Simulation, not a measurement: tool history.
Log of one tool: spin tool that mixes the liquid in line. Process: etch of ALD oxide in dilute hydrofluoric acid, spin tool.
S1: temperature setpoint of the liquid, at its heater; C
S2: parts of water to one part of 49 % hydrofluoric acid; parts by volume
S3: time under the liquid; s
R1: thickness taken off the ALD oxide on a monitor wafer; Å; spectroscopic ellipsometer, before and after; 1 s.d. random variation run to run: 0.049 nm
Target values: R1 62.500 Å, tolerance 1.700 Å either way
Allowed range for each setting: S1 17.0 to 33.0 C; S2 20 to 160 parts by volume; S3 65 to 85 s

| run | hour | S1 | S2 | S3 | R1 |
|---|---|---|---|---|---|
| 1 | 0.0 | 25.0 | 90 | 85 | 133.770 |
| 2 | 6.2 | 24.0 | 95 | 85 | 121.360 |
| 3 | 9.1 | 24.0 | 115 | 85 | 98.234 |
| 4 | 18.1 | 24.0 | 90 | 85 | 128.230 |
| 5 | 22.4 | 24.0 | 115 | 85 | 98.261 |
| 6 | 25.3 | 24.0 | 90 | 85 | 127.440 |
| 7 | 28.1 | 23.0 | 95 | 85 | 118.490 |
| 8 | 34.4 | 22.5 | 100 | 85 | 108.950 |
| 9 | 38.6 | 22.0 | 105 | 85 | 99.758 |
| 10 | 45.3 | 21.5 | 110 | 85 | 93.621 |
| 11 | 46.7 | 21.0 | 115 | 85 | 86.337 |
| 12 | 49.4 | 21.0 | 115 | 85 | 85.184 |
| 13 | 58.4 | 20.5 | 115 | 85 | 85.019 |

4 next moves are on the table. One of them brings every result within its allowed miss. Which?
| A | 67.4 | 20.5 | 150 | 80 | ? |
| B | 67.4 | 23.0 | 155 | 75 | ? |
| C | 67.4 | 19.0 | 120 | 70 | ? |
| D | 67.4 | 23.0 | 90 | 80 | ? |

| move | R1 |
|---|---|
| A | 59.090 |
| B | 58.787 |
| C | 62.799 |
| D | 116.460 |
A: takes the biggest miss from the last run beyond its target
B: takes the biggest miss from the last run beyond its target
C: every result lands within tolerance
D: further off than the last run
The right move is C.

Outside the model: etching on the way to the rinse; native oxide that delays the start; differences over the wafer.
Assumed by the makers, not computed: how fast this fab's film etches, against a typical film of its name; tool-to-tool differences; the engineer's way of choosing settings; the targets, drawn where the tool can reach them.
